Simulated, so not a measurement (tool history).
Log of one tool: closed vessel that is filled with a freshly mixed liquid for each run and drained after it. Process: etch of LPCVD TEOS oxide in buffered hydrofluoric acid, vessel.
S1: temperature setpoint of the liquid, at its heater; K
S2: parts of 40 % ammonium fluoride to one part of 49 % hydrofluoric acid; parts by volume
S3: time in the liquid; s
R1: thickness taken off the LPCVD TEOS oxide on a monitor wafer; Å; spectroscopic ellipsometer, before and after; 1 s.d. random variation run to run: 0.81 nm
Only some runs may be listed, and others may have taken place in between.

run	hour	S1	S2	S3	R1
1	0.0	295.15	17.0	105	2031.2
2	3.3	298.65	17.0	105	2445.2
3	6.3	296.15	17.0	105	2150.4
4	14.3	296.15	17.0	105	2146.1
5	18.8	297.65	17.0	105	2334.9
6	21.4	296.15	17.5	105	2073.0
7	23.3	295.15	18.0	105	1891.0
8	28.5	294.15	18.5	105	1772.5
9	34.0	294.15	18.5	105	1792.6
10	37.9	293.65	19.0	105	1655.2
11	38.9	293.15	19.0	105	1633.2
12	46.2	292.65	19.5	105	1550.0
13	51.8	292.15	19.5	105	1477.8
14	55.4	291.65	19.5	105	1453.7

Run 15 comes next. What will it give?
15	62.2	291.15	19.5	105	?

{"run 15": {"R1": 1404.6}}
